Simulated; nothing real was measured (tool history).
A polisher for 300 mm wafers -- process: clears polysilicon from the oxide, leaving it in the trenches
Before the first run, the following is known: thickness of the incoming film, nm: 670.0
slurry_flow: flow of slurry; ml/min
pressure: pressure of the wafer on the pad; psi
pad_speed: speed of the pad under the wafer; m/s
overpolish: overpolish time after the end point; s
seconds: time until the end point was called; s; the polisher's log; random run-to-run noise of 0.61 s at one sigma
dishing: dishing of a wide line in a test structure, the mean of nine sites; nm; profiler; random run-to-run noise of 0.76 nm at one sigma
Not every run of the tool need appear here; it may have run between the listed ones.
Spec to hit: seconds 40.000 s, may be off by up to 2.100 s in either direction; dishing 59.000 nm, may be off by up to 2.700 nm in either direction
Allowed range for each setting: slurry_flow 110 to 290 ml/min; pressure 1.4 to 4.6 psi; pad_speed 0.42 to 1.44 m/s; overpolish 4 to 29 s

run  hour  slurry_flow  pressure  pad_speed  overpolish  seconds  dishing
  1   0.0          185       3.0       0.92          15   52.371   56.845
  2   7.9          185       3.1       0.92          15   49.466   57.646
  3   9.3          185       3.1       0.72          15   64.198   54.323
  4  13.9          225       3.1       0.72          15   61.827   53.559
  5  19.6          225       3.1       0.82          15   54.661   56.742
  6  20.8          225       3.1       0.62          15   71.250   53.541
  7  27.2          230       3.9       0.70          14   54.234   56.576
  8  35.7          230       4.0       0.72          13   52.053   54.983

Exactly one of the 5 candidate moves below puts every result within its allowed miss. Which one?
  A  44.2          255       4.5       0.96           8        ?        ?
  B  44.2          225       4.1       0.52          14        ?        ?
  C  44.2          240       4.6       0.92          13        ?        ?
  D  44.2          245       4.5       0.76           9        ?        ?
  E  44.2          275       3.5       1.02          15        ?        ?

move  seconds  dishing
   A   35.978   52.470
   B   70.369   50.791
   C   37.153   57.057
   D   45.308   50.766
   E   40.159   57.431
A: pushes the last run's worst result past its target
B: lands further from the targets than the last run did
C: pushes the last run's worst result past its target
D: better than the last run, though not everything is in spec
E: meets every target
The move that meets every target is E.

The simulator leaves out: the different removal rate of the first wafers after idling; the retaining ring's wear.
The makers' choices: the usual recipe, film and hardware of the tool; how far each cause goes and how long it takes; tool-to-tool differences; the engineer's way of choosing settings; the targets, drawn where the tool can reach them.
